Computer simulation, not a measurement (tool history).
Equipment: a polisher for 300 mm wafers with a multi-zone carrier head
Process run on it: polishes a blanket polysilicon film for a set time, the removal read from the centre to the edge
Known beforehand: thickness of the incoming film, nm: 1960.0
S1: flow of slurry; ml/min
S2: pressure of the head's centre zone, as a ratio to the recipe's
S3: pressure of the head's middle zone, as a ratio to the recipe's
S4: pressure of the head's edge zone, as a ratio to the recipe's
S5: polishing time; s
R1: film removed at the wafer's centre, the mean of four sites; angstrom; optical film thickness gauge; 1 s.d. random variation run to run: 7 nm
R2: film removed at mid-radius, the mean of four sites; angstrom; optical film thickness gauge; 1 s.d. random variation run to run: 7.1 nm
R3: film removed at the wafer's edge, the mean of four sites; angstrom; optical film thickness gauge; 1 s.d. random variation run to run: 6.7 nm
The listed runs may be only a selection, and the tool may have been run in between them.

run    day   S1    S2    S3    S4  S5      R1      R2      R3
  1  0.000  230  1.00  1.00  1.00  46  4016.0  4024.1  4177.0
  2  0.242  230  1.00  1.00  1.00  39  3385.3  3395.2  3423.1
  3  0.325  230  1.01  1.00  1.01  41  3622.3  3623.7  3686.2
  4  0.488  230  1.01  1.00  1.09  41  3592.9  3607.4  3740.7
  5  0.808  230  1.01  1.00  1.04  41  3667.1  3541.1  3685.5
  6  0.946  230  1.01  1.07  1.04  41  3669.4  3793.4  3653.2

Run 7, settings as shown, results not yet in. Your forecast:
  7  1.142  230  1.01  1.07  1.04  41   ?   ?   ?

R1: 3607.6 angstrom
R2: 3844.4 angstrom
R3: 3692.0 angstrom
